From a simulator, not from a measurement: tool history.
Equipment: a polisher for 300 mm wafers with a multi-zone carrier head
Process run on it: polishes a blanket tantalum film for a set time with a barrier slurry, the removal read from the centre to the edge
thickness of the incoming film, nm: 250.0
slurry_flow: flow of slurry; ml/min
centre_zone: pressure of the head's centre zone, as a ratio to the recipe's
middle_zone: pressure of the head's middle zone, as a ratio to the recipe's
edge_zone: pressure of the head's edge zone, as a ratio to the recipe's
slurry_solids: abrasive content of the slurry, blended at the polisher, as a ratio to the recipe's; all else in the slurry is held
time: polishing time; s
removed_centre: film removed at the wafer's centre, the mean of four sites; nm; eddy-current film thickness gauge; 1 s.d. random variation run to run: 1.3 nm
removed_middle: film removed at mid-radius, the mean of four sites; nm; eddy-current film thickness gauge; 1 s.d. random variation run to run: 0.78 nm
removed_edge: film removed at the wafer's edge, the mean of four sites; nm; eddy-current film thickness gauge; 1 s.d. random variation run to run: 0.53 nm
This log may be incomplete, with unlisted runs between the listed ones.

run 1 day=0.000 | slurry_flow=130 centre_zone=1.00 middle_zone=1.00 edge_zone=1.00 slurry_solids=1.00 time=45 | removed_centre=60.515 removed_middle=61.443 removed_edge=58.988
run 2 day=0.354 | slurry_flow=130 centre_zone=1.00 middle_zone=1.00 edge_zone=1.00 slurry_solids=1.15 time=45 | removed_centre=64.736 removed_middle=63.564 removed_edge=61.998
run 3 day=0.504 | slurry_flow=140 centre_zone=1.03 middle_zone=1.01 edge_zone=1.03 slurry_solids=1.20 time=45 | removed_centre=67.364 removed_middle=66.408 removed_edge=65.311
run 4 day=0.750 | slurry_flow=150 centre_zone=1.06 middle_zone=1.01 edge_zone=1.03 slurry_solids=1.25 time=45 | removed_centre=70.568 removed_middle=68.982 removed_edge=65.039
run 5 day=0.792 | slurry_flow=155 centre_zone=1.09 middle_zone=1.00 edge_zone=1.05 slurry_solids=1.30 time=46 | removed_centre=74.270 removed_middle=69.671 removed_edge=68.595
run 6 day=1.092 | slurry_flow=155 centre_zone=1.09 middle_zone=1.07 edge_zone=1.05 slurry_solids=1.30 time=46 | removed_centre=73.945 removed_middle=75.063 removed_edge=67.877
run 7 day=1.288 | slurry_flow=160 centre_zone=1.11 middle_zone=1.05 edge_zone=1.06 slurry_solids=1.35 time=46 | removed_centre=78.817 removed_middle=73.106 removed_edge=69.740
run 8 day=1.617 | slurry_flow=165 centre_zone=1.12 middle_zone=1.05 edge_zone=1.07 slurry_solids=1.40 time=46 | removed_centre=79.621 removed_middle=75.149 removed_edge=70.645

Run 9 is up next; what results do you expect?
run 9 day=1.800 | slurry_flow=170 centre_zone=1.13 middle_zone=1.04 edge_zone=1.08 slurry_solids=1.40 time=46 | removed_centre=? removed_middle=? removed_edge=?

removed_centre: 79.525 nm
removed_middle: 74.556 nm
removed_edge: 71.075 nm

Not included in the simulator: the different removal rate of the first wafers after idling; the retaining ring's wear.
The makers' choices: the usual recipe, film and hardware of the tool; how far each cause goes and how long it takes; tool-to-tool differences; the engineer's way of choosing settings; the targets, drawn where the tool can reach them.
